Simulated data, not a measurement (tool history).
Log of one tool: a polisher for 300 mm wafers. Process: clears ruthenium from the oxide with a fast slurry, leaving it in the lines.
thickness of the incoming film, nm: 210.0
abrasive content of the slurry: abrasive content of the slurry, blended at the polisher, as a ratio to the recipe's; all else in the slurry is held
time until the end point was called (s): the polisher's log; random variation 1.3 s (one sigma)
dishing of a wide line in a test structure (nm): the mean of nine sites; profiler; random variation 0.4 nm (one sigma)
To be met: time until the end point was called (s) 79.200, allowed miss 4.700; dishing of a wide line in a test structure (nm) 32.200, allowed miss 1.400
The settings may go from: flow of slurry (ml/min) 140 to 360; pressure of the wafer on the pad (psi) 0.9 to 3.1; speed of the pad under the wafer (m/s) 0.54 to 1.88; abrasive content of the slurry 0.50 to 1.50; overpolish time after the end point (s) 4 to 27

| run | day | flow of slurry (ml/min) | pressure of the wafer on the pad (psi) | speed of the pad under the wafer (m/s) | abrasive content of the slurry | overpolish time after the end point (s) | time until the end point was called (s) | dishing of a wide line in a test structure (nm) |
|---|---|---|---|---|---|---|---|---|
| 1 | 0.000 | 230 | 2.0 | 1.20 | 1.00 | 14 | 58.466 | 37.233 |
| 2 | 0.171 | 230 | 2.0 | 0.96 | 1.00 | 14 | 73.353 | 30.619 |
| 3 | 0.208 | 230 | 2.0 | 0.68 | 1.00 | 14 | 99.613 | 22.639 |
| 4 | 0.471 | 230 | 2.1 | 0.68 | 1.00 | 14 | 95.768 | 23.795 |
| 5 | 0.646 | 230 | 2.2 | 0.68 | 1.00 | 14 | 91.623 | 24.688 |
| 6 | 0.975 | 230 | 2.3 | 0.68 | 1.00 | 14 | 86.870 | 25.593 |
| 7 | 1.121 | 230 | 2.3 | 0.68 | 1.00 | 14 | 88.200 | 25.654 |
| 8 | 1.238 | 230 | 2.4 | 0.68 | 1.00 | 14 | 83.315 | 26.124 |
| 9 | 1.442 | 230 | 2.4 | 0.68 | 1.00 | 15 | 85.479 | 29.294 |
| 10 | 1.696 | 230 | 2.5 | 0.68 | 1.00 | 15 | 80.072 | 29.259 |
| 11 | 1.792 | 230 | 2.5 | 0.72 | 1.00 | 17 | 77.243 | 35.264 |

Which of these 5 next moves meets every target?
| A | 1.888 | 230 | 2.0 | 0.94 | 1.10 | 18 | ? | ? |
| B | 1.888 | 275 | 2.3 | 0.70 | 1.15 | 16 | ? | ? |
| C | 1.888 | 220 | 2.0 | 1.00 | 0.95 | 16 | ? | ? |
| D | 1.888 | 250 | 2.6 | 0.72 | 0.80 | 20 | ? | ? |
| E | 1.888 | 275 | 3.1 | 0.66 | 0.90 | 16 | ? | ? |

| move | time until the end point was called (s) | dishing of a wide line in a test structure (nm) |
|---|---|---|
| A | 72.244 | 39.621 |
| B | 81.463 | 31.984 |
| C | 71.805 | 35.856 |
| D | 80.573 | 39.489 |
| E | 70.586 | 36.412 |
A: further off than the last run
B: meets every target
C: further off than the last run
D: further off than the last run
E: further off than the last run
Move B is the one to make.
